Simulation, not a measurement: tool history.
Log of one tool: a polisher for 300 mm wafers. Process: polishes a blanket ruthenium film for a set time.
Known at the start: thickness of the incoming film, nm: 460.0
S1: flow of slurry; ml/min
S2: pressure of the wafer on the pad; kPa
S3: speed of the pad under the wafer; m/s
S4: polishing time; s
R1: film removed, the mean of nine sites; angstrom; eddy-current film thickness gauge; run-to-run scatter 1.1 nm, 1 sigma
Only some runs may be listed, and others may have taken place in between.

run  hour   S1    S2    S3  S4      R1
  1   0.0  160  15.2  1.10  50  582.08
  2   4.8  160  15.2  0.84  50  467.05
  3   5.6  135  15.2  0.84  50  459.13
  4  13.7  115  15.2  0.84  50  447.09
  5  18.3  115  17.2  0.86  50  504.11
  6  24.1  120  18.6  0.90  50  574.78
  7  28.5  125  20.0  0.92  50  631.03
  8  31.2  130  20.7  0.94  50  668.64

For run 9, what comes out?
  9  35.6  130  21.4  0.94  50   ?

{"run 9": {"R1": 702.66}}
